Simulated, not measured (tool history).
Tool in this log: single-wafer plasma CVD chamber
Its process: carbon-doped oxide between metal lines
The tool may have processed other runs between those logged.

| run | hour | heater temperature setpoint (K) | chamber pressure (Pa) | RF power (kW) | deposition time (s) | mean film thickness on the monitor wafer (angstrom) |
|---|---|---|---|---|---|---|
| 1 | 0.0 | 603.15 | 704 | 0.645 | 12.0 | 811.04 |
| 2 | 8.1 | 603.15 | 704 | 0.645 | 12.0 | 811.02 |
| 3 | 16.9 | 594.15 | 704 | 0.645 | 12.0 | 848.70 |
| 4 | 25.8 | 598.15 | 704 | 0.645 | 12.0 | 827.64 |
| 5 | 31.4 | 598.15 | 704 | 0.575 | 12.0 | 776.59 |
| 6 | 35.4 | 601.15 | 687 | 0.570 | 12.0 | 756.59 |
| 7 | 37.4 | 604.15 | 675 | 0.570 | 12.0 | 748.52 |
| 8 | 38.4 | 607.15 | 661 | 0.565 | 12.0 | 738.69 |
| 9 | 45.2 | 609.15 | 651 | 0.560 | 12.0 | 728.94 |
| 10 | 45.7 | 611.15 | 640 | 0.555 | 12.0 | 720.74 |

Estimate the outcome of run 11 from the log above:
| 11 | 52.4 | 613.15 | 631 | 0.550 | 12.0 | ? |

mean film thickness on the monitor wafer (angstrom): 704.40
